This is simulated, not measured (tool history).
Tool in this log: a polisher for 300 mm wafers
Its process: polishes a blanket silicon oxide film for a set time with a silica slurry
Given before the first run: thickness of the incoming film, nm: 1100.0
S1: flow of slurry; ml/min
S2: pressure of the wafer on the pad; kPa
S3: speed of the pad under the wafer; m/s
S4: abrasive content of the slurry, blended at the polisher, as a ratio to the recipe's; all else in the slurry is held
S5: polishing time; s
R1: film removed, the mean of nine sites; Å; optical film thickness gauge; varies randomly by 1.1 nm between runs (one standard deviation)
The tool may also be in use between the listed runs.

run  hour   S1    S2    S3   S4  S5       R1
  1   0.0  245  22.8  1.34  1.0  27   888.38
  2   3.8  220  22.8  1.34  1.0  27   887.04
  3   7.6  220  24.8  1.34  1.0  27   956.87
  4   9.4  220  26.2  1.34  1.0  27  1027.30
  5  17.8  220  26.2  1.34  1.0  27  1010.50
  6  23.9  220  26.2  1.34  0.9  27   947.28
  7  32.8  220  27.6  1.34  0.9  27   990.03
  8  34.7  220  29.0  1.34  0.9  27  1034.60
  9  42.8  220  30.3  1.34  0.9  27  1099.60
 10  46.1  220  30.3  1.34  0.9  27  1103.20

Expected results for the next run?
 11  48.0  240  35.2  1.34  0.9  27   ?

R1: 1264.40 Å

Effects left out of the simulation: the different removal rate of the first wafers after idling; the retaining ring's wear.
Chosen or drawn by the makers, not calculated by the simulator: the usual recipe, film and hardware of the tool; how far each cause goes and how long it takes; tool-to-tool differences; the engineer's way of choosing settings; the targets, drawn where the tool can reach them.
